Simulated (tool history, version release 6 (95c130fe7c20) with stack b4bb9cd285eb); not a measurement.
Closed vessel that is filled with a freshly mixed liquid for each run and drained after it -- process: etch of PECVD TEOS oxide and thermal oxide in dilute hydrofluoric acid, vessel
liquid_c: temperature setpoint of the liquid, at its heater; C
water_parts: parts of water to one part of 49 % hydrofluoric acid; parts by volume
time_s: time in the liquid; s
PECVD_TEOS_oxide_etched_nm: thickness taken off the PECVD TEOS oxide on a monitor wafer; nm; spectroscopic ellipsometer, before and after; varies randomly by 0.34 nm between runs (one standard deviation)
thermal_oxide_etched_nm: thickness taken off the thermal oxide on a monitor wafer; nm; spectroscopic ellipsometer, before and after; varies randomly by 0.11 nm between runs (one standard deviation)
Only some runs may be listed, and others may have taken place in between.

| run | hour | liquid_c | water_parts | time_s | PECVD_TEOS_oxide_etched_nm | thermal_oxide_etched_nm |
|---|---|---|---|---|---|---|
| 1 | 0 | 22 | 175 | 1260 | 58.737 | 27.875 |
| 2 | 6.6 | 20.5 | 175 | 1260 | 55.979 | 26.399 |
| 3 | 14.8 | 20.5 | 235 | 1260 | 38.514 | 18.655 |
| 4 | 19.8 | 22 | 235 | 1255 | 41 | 19.367 |
| 5 | 26.3 | 22 | 235 | 1600 | 52.195 | 24.7 |
| 6 | 35.2 | 25.5 | 235 | 1600 | 59.871 | 28.11 |
| 7 | 38.3 | 24 | 235 | 1600 | 55.742 | 26.461 |
| 8 | 45.4 | 23 | 235 | 1600 | 54.422 | 25.651 |
| 9 | 53.7 | 22 | 235 | 1600 | 52.006 | 24.811 |
| 10 | 59.3 | 21.5 | 235 | 1595 | 52.148 | 24.2 |

What will run 11 give?
| 11 | 65.6 | 21.5 | 235 | 1590 | ? | ? |

{"run 11": {"PECVD_TEOS_oxide_etched_nm": 51.169, "thermal_oxide_etched_nm": 24.048}}
